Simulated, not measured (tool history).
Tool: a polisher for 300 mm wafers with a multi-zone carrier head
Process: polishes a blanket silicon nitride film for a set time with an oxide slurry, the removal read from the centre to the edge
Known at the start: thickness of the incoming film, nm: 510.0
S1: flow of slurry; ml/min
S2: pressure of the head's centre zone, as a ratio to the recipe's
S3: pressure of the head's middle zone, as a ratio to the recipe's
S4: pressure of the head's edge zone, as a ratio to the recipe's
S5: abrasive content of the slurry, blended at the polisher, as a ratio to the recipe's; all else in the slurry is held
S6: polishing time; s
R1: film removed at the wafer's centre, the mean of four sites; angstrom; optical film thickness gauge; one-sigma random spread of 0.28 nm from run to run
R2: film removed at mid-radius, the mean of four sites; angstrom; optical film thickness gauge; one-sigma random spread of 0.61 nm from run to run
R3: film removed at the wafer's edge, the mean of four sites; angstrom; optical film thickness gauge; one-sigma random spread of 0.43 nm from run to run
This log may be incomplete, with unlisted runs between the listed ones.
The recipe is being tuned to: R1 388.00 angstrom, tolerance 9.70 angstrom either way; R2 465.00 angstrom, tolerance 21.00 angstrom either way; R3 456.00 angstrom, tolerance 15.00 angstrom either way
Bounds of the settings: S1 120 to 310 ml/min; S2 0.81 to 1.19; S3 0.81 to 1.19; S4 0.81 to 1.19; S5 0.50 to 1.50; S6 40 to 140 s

| run | day | S1 | S2 | S3 | S4 | S5 | S6 | R1 | R2 | R3 |
|---|---|---|---|---|---|---|---|---|---|---|
| 1 | 0.000 | 200 | 1.00 | 1.00 | 1.00 | 1.00 | 90 | 500.92 | 505.31 | 530.06 |
| 2 | 0.083 | 190 | 0.97 | 1.00 | 0.97 | 1.00 | 90 | 478.36 | 508.10 | 516.94 |
| 3 | 0.388 | 190 | 1.01 | 1.00 | 0.97 | 1.00 | 90 | 498.12 | 502.59 | 530.61 |
| 4 | 0.646 | 190 | 1.01 | 1.00 | 0.93 | 1.00 | 90 | 497.97 | 506.47 | 513.96 |
| 5 | 1.017 | 175 | 1.01 | 1.00 | 0.93 | 1.00 | 90 | 482.78 | 490.95 | 509.89 |
| 6 | 1.208 | 165 | 0.98 | 1.00 | 0.91 | 1.00 | 90 | 468.78 | 481.92 | 498.59 |
| 7 | 1.246 | 140 | 0.88 | 1.05 | 0.85 | 0.90 | 90 | 365.36 | 451.52 | 437.94 |
| 8 | 1.467 | 145 | 0.88 | 1.05 | 0.86 | 0.90 | 90 | 370.33 | 461.42 | 449.44 |
| 9 | 1.829 | 150 | 0.88 | 1.05 | 0.86 | 0.90 | 90 | 374.64 | 458.39 | 449.36 |
|  | 1.921 | slurry nozzle cleaned |
| 10 | 1.921 | 155 | 0.88 | 1.05 | 0.86 | 0.90 | 90 | 408.21 | 499.45 | 464.54 |
| 11 | 1.992 | 155 | 0.88 | 1.05 | 0.86 | 0.90 | 90 | 411.43 | 505.63 | 472.63 |
| 12 | 2.121 | 130 | 0.85 | 0.98 | 0.83 | 0.85 | 90 | 361.42 | 430.37 | 436.19 |
| 13 | 2.258 | 135 | 0.85 | 0.98 | 0.83 | 0.85 | 90 | 365.27 | 439.91 | 434.45 |
| 14 | 2.496 | 140 | 0.85 | 0.98 | 0.84 | 0.85 | 90 | 373.63 | 437.66 | 440.21 |
| 15 | 2.529 | 145 | 0.85 | 0.98 | 0.84 | 0.85 | 90 | 372.59 | 447.20 | 439.56 |
| 16 | 2.829 | 150 | 0.85 | 0.98 | 0.85 | 0.85 | 90 | 375.02 | 446.94 | 448.01 |

Below are 4 possible settings for the next run. Only one of them brings all results inside the allowed miss of their targets. Which is it?
| A | 3.129 | 130 | 0.86 | 0.93 | 0.85 | 0.95 | 82 | ? | ? | ? |
| B | 3.129 | 130 | 0.88 | 0.88 | 0.89 | 0.80 | 102 | ? | ? | ? |
| C | 3.129 | 190 | 0.90 | 1.03 | 0.81 | 0.80 | 90 | ? | ? | ? |
| D | 3.129 | 160 | 0.84 | 0.97 | 0.81 | 0.85 | 93 | ? | ? | ? |

| move | R1 | R2 | R3 |
|---|---|---|---|
| A | 360.13 | 410.28 | 433.23 |
| B | 397.73 | 422.95 | 475.80 |
| C | 393.65 | 461.58 | 429.30 |
| D | 386.19 | 463.65 | 457.82 |
A: further off than the last run
B: the result that was furthest off in the last run now lies on the other side of its target
C: corrects the largest miss of the last run, while another result sits out of spec
D: hits every target within its allowed miss
So the answer is move D, the one that meets all the targets.

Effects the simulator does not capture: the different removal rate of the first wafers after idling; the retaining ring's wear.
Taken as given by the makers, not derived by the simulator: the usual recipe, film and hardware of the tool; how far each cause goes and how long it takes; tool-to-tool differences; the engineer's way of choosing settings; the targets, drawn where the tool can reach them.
